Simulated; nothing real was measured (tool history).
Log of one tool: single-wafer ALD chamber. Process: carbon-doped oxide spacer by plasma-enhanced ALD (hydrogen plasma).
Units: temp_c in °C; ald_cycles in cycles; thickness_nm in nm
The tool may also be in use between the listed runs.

run,day,temp_c,ald_cycles,thickness_nm
1,0.000,390,373,16.560
2,0.208,390,360,15.852
3,0.246,390,351,15.468
4,0.488,398,351,15.573
5,0.642,398,315,13.998
6,0.683,398,312,13.748
7,0.858,398,310,13.706

The next listed run, before its measurement:
8,1.058,398,310,?

thickness_nm: 13.703 nm

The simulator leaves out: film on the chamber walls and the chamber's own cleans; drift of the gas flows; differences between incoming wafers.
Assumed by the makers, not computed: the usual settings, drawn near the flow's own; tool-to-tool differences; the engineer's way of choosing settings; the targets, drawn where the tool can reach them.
